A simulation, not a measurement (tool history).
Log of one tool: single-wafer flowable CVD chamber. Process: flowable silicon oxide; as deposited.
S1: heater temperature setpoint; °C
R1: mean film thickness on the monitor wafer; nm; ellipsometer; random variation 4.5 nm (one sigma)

{"run": 1, "hour": 0.0, "S1": 105, "chamber pressure (mTorr)": 970, "RF power (kW)": 2.09, "deposition time (s)": 751, "R1": 445.54}
{"run": 2, "hour": 3.0, "S1": 102, "chamber pressure (mTorr)": 971, "RF power (kW)": 2.09, "deposition time (s)": 751, "R1": 497.18}
{"run": 3, "hour": 6.6, "S1": 100, "chamber pressure (mTorr)": 971, "RF power (kW)": 2.09, "deposition time (s)": 751, "R1": 545.89}
{"run": 4, "hour": 11.4, "S1": 99, "chamber pressure (mTorr)": 971, "RF power (kW)": 2.09, "deposition time (s)": 751, "R1": 567.68}
{"run": 5, "hour": 12.3, "S1": 99, "chamber pressure (mTorr)": 840, "RF power (kW)": 2.09, "deposition time (s)": 751, "R1": 489.74}
{"run": 6, "hour": 16.1, "S1": 97, "chamber pressure (mTorr)": 840, "RF power (kW)": 2.09, "deposition time (s)": 751, "R1": 522.89}

Run 7 comes next. What will it give?
{"hour": 21.2, "done": "thermocouple changed; heater temperature recalibrated"}
{"run": 7, "hour": 21.2, "S1": 95, "chamber pressure (mTorr)": 840, "RF power (kW)": 2.09, "deposition time (s)": 751, "R1": "?"}

Run 7 gave R1 622.83 nm.
